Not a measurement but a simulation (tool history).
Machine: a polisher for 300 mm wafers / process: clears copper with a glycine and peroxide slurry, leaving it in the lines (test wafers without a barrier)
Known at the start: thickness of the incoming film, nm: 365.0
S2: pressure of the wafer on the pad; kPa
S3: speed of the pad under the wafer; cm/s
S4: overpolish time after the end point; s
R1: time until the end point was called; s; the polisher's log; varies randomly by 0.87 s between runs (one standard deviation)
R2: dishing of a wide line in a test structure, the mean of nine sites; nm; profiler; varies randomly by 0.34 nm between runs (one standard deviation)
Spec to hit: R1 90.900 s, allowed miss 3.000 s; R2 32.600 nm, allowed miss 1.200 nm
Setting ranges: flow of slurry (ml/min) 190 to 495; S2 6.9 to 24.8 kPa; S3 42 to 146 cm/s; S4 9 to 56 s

Run 1, day 0.000: flow of slurry (ml/min) 320, S2 15.9 kPa, S3 94 cm/s, S4 29 s. Result: R1 79.806 s, R2 84.266 nm.
Run 2, day 0.292: flow of slurry (ml/min) 295, S2 14.5 kPa, S3 100 cm/s, S4 25 s. Result: R1 83.530 s, R2 72.267 nm.
Run 3, day 0.583: flow of slurry (ml/min) 295, S2 14.5 kPa, S3 86 cm/s, S4 25 s. Result: R1 88.736 s, R2 71.466 nm.
Run 4, day 0.817: flow of slurry (ml/min) 275, S2 13.1 kPa, S3 96 cm/s, S4 22 s. Result: R1 89.656 s, R2 62.764 nm.
Run 5, day 0.862: flow of slurry (ml/min) 240, S2 13.1 kPa, S3 96 cm/s, S4 22 s. Result: R1 92.145 s, R2 61.005 nm.
Run 6, day 0.892: flow of slurry (ml/min) 210, S2 13.1 kPa, S3 96 cm/s, S4 22 s. Result: R1 94.447 s, R2 60.249 nm.
Run 7, day 1.125: flow of slurry (ml/min) 205, S2 11.7 kPa, S3 104 cm/s, S4 20 s. Result: R1 96.618 s, R2 53.668 nm.
Run 8, day 1.300: flow of slurry (ml/min) 190, S2 7.6 kPa, S3 130 cm/s, S4 9 s. Result: R1 110.250 s, R2 24.581 nm.
Run 9, day 1.367: flow of slurry (ml/min) 195, S2 8.3 kPa, S3 130 cm/s, S4 9 s. Result: R1 104.530 s, R2 25.655 nm.
Run 10, day 1.400: flow of slurry (ml/min) 200, S2 9.0 kPa, S3 128 cm/s, S4 9 s. Result: R1 101.270 s, R2 26.612 nm.
Run 11, day 1.488: flow of slurry (ml/min) 200, S2 9.7 kPa, S3 126 cm/s, S4 9 s. Result: R1 98.656 s, R2 27.516 nm.
Run 12, day 1.833: flow of slurry (ml/min) 200, S2 10.3 kPa, S3 124 cm/s, S4 9 s. Result: R1 96.921 s, R2 27.836 nm.
Run 13, day 1.896: flow of slurry (ml/min) 205, S2 10.3 kPa, S3 122 cm/s, S4 9 s. Result: R1 93.950 s, R2 28.140 nm.
At day 2.050: slurry nozzle cleaned.
Run 14, day 2.050: flow of slurry (ml/min) 205, S2 10.3 kPa, S3 120 cm/s, S4 9 s. Result: R1 90.811 s, R2 29.294 nm.
Run 15, day 2.133: flow of slurry (ml/min) 205, S2 10.3 kPa, S3 118 cm/s, S4 9 s. Result: R1 92.067 s, R2 28.677 nm.
Run 16, day 2.388: flow of slurry (ml/min) 205, S2 10.3 kPa, S3 116 cm/s, S4 9 s. Result: R1 92.350 s, R2 29.072 nm.
Run 17, day 2.596: flow of slurry (ml/min) 205, S2 10.3 kPa, S3 114 cm/s, S4 9 s. Result: R1 93.408 s, R2 28.559 nm.

Below are 4 possible settings for the next run. Only one of them brings all results inside the allowed miss of their targets. Which is it?
Run A, day 2.804: flow of slurry (ml/min) 210, S2 10.3 kPa, S3 116 cm/s, S4 9 s. Result: R1 ?, R2 ?.
Run B, day 2.804: flow of slurry (ml/min) 270, S2 8.3 kPa, S3 118 cm/s, S4 10 s. Result: R1 ?, R2 ?.
Run C, day 2.804: flow of slurry (ml/min) 190, S2 9.7 kPa, S3 112 cm/s, S4 11 s. Result: R1 ?, R2 ?.
Run D, day 2.804: flow of slurry (ml/min) 200, S2 11.0 kPa, S3 114 cm/s, S4 10 s. Result: R1 ?, R2 ?.

move      R1      R2
   A  92.974  28.845
   B  99.193  29.729
   C  99.475  32.380
   D  91.434  32.177
A: closes in on the targets versus the last run, not all within tolerance yet
B: closes in on the targets versus the last run, not all within tolerance yet
C: puts the biggest miss on target and leaves a different result outside tolerance
D: each result inside its tolerance
Correct choice: D, which meets every target
